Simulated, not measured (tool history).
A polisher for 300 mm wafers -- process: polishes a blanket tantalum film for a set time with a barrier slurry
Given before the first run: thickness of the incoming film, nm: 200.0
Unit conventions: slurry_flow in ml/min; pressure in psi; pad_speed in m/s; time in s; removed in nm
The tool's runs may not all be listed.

run,day,slurry_flow,pressure,pad_speed,slurry_solids,time,removed
1,0,240,2,1.1,1,27,49.475
2,0.262,240,1.6,1.1,1,27,40.43
3,0.425,235,1.4,1.04,1,27,33.536
4,0.658,230,1.2,1.02,1,27,28.347
5,0.717,215,1.1,1.02,1,27,26.112
6,0.975,160,1.1,1.02,1,27,24.46
7,1.054,150,1,1.02,1,27,22.116
8,1.321,160,1,1.02,1,27,22.44

Predict the results of run 9:
9,1.412,165,1,1.02,1,27,?

Run 9 produced removed 22.578 nm.
